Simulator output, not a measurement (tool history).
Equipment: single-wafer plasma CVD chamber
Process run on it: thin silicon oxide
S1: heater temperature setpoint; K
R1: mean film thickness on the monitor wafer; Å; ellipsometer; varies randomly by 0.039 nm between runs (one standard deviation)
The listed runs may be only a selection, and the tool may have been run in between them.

run 1 hour=0.0 | S1=663.15 chamber_pressure_(Torr)=0.883 RF_power_(W)=355 deposition_time_(s)=6.79 | R1=141.16
run 2 hour=2.0 | S1=663.15 chamber_pressure_(Torr)=0.883 RF_power_(W)=315 deposition_time_(s)=6.79 | R1=135.64
run 3 hour=9.3 | S1=663.15 chamber_pressure_(Torr)=0.883 RF_power_(W)=315 deposition_time_(s)=6.47 | R1=129.44
run 4 hour=11.4 | S1=663.15 chamber_pressure_(Torr)=0.745 RF_power_(W)=315 deposition_time_(s)=6.47 | R1=108.49
run 5 hour=18.3 | S1=658.15 chamber_pressure_(Torr)=0.745 RF_power_(W)=315 deposition_time_(s)=6.47 | R1=109.23
run 6 hour=22.0 | S1=658.15 chamber_pressure_(Torr)=0.745 RF_power_(W)=350 deposition_time_(s)=6.47 | R1=112.84
run 7 hour=24.7 | S1=658.15 chamber_pressure_(Torr)=0.843 RF_power_(W)=355 deposition_time_(s)=6.47 | R1=128.97
run 8 hour=27.2 | S1=658.15 chamber_pressure_(Torr)=1.020 RF_power_(W)=360 deposition_time_(s)=6.48 | R1=154.22

The next listed run, before its measurement:
run 9 hour=29.0 | S1=659.15 chamber_pressure_(Torr)=1.048 RF_power_(W)=360 deposition_time_(s)=6.48 | R1=?

R1: 157.06 Å

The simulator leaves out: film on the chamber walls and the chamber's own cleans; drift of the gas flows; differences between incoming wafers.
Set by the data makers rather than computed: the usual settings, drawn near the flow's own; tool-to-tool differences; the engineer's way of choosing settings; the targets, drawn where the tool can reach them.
